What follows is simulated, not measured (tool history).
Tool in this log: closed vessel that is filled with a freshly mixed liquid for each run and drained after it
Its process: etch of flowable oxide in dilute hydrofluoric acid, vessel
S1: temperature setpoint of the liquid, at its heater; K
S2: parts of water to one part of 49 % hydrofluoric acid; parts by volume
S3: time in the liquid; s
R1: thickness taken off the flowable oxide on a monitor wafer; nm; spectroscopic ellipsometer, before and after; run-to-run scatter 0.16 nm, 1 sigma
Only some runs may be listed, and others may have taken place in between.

{"run": 1, "day": 0.0, "S1": 297.15, "S2": 150, "S3": 30, "R1": 11.401}
{"run": 2, "day": 0.371, "S1": 298.15, "S2": 150, "S3": 30, "R1": 11.598}
{"run": 3, "day": 0.729, "S1": 299.15, "S2": 145, "S3": 30, "R1": 12.46}
{"run": 4, "day": 1.067, "S1": 300.15, "S2": 140, "S3": 30, "R1": 13.578}
{"run": 5, "day": 1.45, "S1": 300.65, "S2": 140, "S3": 30, "R1": 13.689}
{"run": 6, "day": 1.529, "S1": 300.65, "S2": 165, "S3": 30, "R1": 11.488}
{"run": 7, "day": 1.733, "S1": 301.15, "S2": 160, "S3": 30, "R1": 12.145}
{"run": 8, "day": 1.883, "S1": 301.65, "S2": 155, "S3": 30, "R1": 12.613}
{"run": 9, "day": 2.188, "S1": 302.15, "S2": 150, "S3": 30, "R1": 13.537}
{"run": 10, "day": 2.496, "S1": 302.65, "S2": 150, "S3": 30, "R1": 13.631}
{"run": 11, "day": 2.717, "S1": 303.15, "S2": 150, "S3": 30, "R1": 13.776}

Predict the results of run 12:
{"run": 12, "day": 2.788, "S1": 303.65, "S2": 150, "S3": 30, "R1": "?"}

Run 12 gave R1 14.069 nm.
